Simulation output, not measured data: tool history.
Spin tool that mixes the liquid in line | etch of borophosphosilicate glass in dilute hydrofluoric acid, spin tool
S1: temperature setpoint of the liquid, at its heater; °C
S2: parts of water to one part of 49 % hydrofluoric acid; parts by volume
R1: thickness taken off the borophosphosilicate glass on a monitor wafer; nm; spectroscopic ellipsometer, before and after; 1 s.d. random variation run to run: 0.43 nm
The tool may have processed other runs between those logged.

Run 1, day 0.000: S1 21.0 °C, S2 155 parts by volume, time under the liquid (s) 195. Result: R1 70.391 nm.
Run 2, day 0.250: S1 21.0 °C, S2 155 parts by volume, time under the liquid (s) 210. Result: R1 75.730 nm.
Run 3, day 0.412: S1 22.5 °C, S2 150 parts by volume, time under the liquid (s) 210. Result: R1 83.762 nm.
Run 4, day 0.550: S1 22.5 °C, S2 170 parts by volume, time under the liquid (s) 210. Result: R1 72.146 nm.
At day 0.704: hydrofluoric acid flow meter replaced.
Run 5, day 0.704: S1 24.0 °C, S2 165 parts by volume, time under the liquid (s) 210. Result: R1 72.674 nm.
Run 6, day 0.975: S1 24.0 °C, S2 150 parts by volume, time under the liquid (s) 210. Result: R1 81.263 nm.

For run 7, what comes out?
Run 7, day 1.333: S1 24.0 °C, S2 140 parts by volume, time under the liquid (s) 210. Result: R1 ?.

{"run 7": {"R1": 87.564}}
